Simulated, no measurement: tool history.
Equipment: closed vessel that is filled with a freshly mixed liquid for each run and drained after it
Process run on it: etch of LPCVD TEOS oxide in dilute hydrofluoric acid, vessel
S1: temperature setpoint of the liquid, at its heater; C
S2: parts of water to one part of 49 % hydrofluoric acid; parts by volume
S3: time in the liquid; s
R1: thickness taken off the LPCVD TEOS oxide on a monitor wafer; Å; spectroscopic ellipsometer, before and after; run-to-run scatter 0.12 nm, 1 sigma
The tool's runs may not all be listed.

run	hour	S1	S2	S3	R1
1	0	21	295	440	328.38
2	7.9	21	295	470	348.69
3	9.8	19	295	470	325.07
4	18.5	21	295	470	347.45
5	21.8	22.5	295	470	366.4
6	23.6	25.5	295	470	407.68

Run 7, settings as shown, results not yet in. Your forecast:
7	29.3	21.5	375	470	?

Logged for run 7: R1 261.01 Å.

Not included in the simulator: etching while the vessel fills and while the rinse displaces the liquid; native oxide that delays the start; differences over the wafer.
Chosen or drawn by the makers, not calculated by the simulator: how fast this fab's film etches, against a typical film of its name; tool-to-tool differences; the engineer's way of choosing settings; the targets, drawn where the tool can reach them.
